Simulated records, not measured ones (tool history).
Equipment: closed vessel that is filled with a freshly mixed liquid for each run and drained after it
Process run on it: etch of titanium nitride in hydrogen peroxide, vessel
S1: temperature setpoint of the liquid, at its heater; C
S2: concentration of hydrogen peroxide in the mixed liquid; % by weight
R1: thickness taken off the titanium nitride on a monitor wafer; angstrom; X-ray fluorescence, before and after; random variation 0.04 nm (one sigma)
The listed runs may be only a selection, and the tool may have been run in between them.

{"run": 1, "hour": 0.0, "S1": 54.0, "S2": 16.0, "time in the liquid (s)": 310, "R1": 96.574}
{"run": 2, "hour": 3.9, "S1": 54.0, "S2": 16.0, "time in the liquid (s)": 200, "R1": 61.946}
{"run": 3, "hour": 9.4, "S1": 54.0, "S2": 17.5, "time in the liquid (s)": 200, "R1": 64.047}
{"run": 4, "hour": 14.3, "S1": 54.0, "S2": 17.5, "time in the liquid (s)": 200, "R1": 64.189}
{"run": 5, "hour": 21.5, "S1": 53.5, "S2": 17.5, "time in the liquid (s)": 200, "R1": 61.308}
{"run": 6, "hour": 26.7, "S1": 58.0, "S2": 17.5, "time in the liquid (s)": 200, "R1": 84.173}
{"run": 7, "hour": 29.1, "S1": 56.0, "S2": 17.5, "time in the liquid (s)": 200, "R1": 73.402}

Run 8, settings as shown, results not yet in. Your forecast:
{"run": 8, "hour": 31.0, "S1": 55.0, "S2": 17.5, "time in the liquid (s)": 200, "R1": "?"}

Logged for run 8: R1 68.255 angstrom.
